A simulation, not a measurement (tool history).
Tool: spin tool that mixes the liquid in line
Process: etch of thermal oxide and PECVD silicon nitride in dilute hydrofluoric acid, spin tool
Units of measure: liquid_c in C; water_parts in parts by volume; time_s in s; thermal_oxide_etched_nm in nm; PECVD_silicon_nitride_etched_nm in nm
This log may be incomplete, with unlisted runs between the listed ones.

run	hour	liquid_c	water_parts	time_s	thermal_oxide_etched_nm	PECVD_silicon_nitride_etched_nm
1	0	24	120	120	4.7137	6.0053
2	4.4	24	150	120	3.6913	4.825
3	11.7	24.5	120	125	5.0763	6.4234
4	16.4	26	95	125	6.9415	8.978
5	23	26.5	80	125	8.6474	10.922
6	25.2	26.5	120	125	5.518	7.3612
7	33.9	26.5	120	125	5.4969	7.3475
8	39.1	27	95	125	7.2875	9.572
9	44	27	80	125	8.747	11.343
10	48.9	27.5	30	120	24.666	29.572
11	53.6	27.5	35	120	20.961	25.452
12	58.7	27.5	40	120	18.262	22.379

Run 13 has not been measured yet. What should we expect?
13	64.7	27.5	40	120	?	?

thermal_oxide_etched_nm: 18.159 nm
PECVD_silicon_nitride_etched_nm: 22.393 nm
